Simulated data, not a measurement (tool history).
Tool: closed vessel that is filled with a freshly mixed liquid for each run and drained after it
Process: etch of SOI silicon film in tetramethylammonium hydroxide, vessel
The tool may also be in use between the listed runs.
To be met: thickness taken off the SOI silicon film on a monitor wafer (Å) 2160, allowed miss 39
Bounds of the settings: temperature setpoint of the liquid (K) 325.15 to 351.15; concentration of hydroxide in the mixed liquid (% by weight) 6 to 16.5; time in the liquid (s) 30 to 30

run,hour,temperature setpoint of the liquid (K),concentration of hydroxide in the mixed liquid (% by weight),time in the liquid (s),thickness taken off the SOI silicon film on a monitor wafer (Å)
1,0,338.15,11,30,1482.5
2,4.4,338.15,11,30,1470.9
3,12.6,338.15,11,30,1485.1
4,20.7,340.15,11,30,1663.9
5,25.7,336.15,11,30,1309.7
6,31.3,340.65,11,30,1715.2
7,40,341.65,11,30,1831.1
8,45.7,342.65,11,30,1932
9,46.6,343.15,11,30,2011
10,55.1,343.65,11,30,2049.9
11,56.2,344.15,11,30,2108.4

Which of these 4 next moves meets every target?
A,57.3,343.15,10.5,30,?
B,57.3,344.15,12.5,30,?
C,57.3,343.65,11,30,?
D,57.3,344.15,10.5,30,?

move,thickness taken off the SOI silicon film on a monitor wafer (Å)
A,2030.4
B,2014.2
C,2057.2
D,2152.8
A: further off than the last run
B: further off than the last run
C: further off than the last run
D: meets every target
Move D is the one to make.
